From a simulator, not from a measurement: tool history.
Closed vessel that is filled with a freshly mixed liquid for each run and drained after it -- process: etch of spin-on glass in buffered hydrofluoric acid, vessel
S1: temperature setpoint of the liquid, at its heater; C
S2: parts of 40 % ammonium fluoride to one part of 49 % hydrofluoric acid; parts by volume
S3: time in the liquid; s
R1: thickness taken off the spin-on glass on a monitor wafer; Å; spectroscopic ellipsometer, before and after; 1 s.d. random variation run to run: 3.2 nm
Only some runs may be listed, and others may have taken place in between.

Run 1, day 0.000: S1 24.0 C, S2 16.0 parts by volume, S3 90 s. Result: R1 2511.4 Å.
Run 2, day 0.029: S1 27.5 C, S2 16.0 parts by volume, S3 90 s. Result: R1 3043.4 Å.
Run 3, day 0.071: S1 28.0 C, S2 15.5 parts by volume, S3 90 s. Result: R1 3265.1 Å.
Run 4, day 0.438: S1 28.0 C, S2 15.5 parts by volume, S3 90 s. Result: R1 3195.5 Å.
Run 5, day 0.788: S1 24.5 C, S2 15.5 parts by volume, S3 90 s. Result: R1 2699.6 Å.
Run 6, day 0.825: S1 25.5 C, S2 15.0 parts by volume, S3 90 s. Result: R1 2943.3 Å.

Forecast run 7:
Run 7, day 1.033: S1 26.0 C, S2 15.0 parts by volume, S3 90 s. Result: R1 ?.

For run 7 the tool returned R1 3039.3 Å.
